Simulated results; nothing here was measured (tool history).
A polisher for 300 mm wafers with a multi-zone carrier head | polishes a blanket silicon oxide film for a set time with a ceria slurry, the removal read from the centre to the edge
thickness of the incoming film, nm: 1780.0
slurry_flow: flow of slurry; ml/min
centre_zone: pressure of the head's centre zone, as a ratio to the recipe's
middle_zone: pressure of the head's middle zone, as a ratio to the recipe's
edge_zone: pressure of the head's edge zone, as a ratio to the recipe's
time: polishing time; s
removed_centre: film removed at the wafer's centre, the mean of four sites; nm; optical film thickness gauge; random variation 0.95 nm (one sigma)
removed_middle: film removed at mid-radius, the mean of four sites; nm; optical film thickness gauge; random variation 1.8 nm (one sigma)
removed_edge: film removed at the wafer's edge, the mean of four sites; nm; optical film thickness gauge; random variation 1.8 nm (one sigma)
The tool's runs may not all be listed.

run,hour,slurry_flow,centre_zone,middle_zone,edge_zone,time,removed_centre,removed_middle,removed_edge
1,0,135,1,1,1,60,205.95,211.79,215.28
2,4.7,135,1,1,1.04,60,207.76,208.01,220.75
3,13.1,125,0.95,1,1,59,187.32,205.53,210.79
4,19.1,115,0.92,0.99,0.96,58,175.34,194.55,200.86
5,20.4,115,0.92,0.99,0.9,58,177.78,193.68,197.96
6,23.3,125,0.92,0.99,0.9,58,183.51,198.63,196.4
7,28.4,115,0.89,1.01,0.88,57,169.98,195.82,189.09
8,29.6,105,0.87,1.02,0.87,57,160.95,191.06,184.46
# hour 32.9: slurry nozzle cleaned
9,32.9,100,0.86,1.03,0.87,57,177.47,212.73,197.91

The next listed run, before its measurement:
10,39.4,110,0.85,1.03,0.9,55,?,?,?

removed_centre: 172.88 nm
removed_middle: 208.03 nm
removed_edge: 194.59 nm

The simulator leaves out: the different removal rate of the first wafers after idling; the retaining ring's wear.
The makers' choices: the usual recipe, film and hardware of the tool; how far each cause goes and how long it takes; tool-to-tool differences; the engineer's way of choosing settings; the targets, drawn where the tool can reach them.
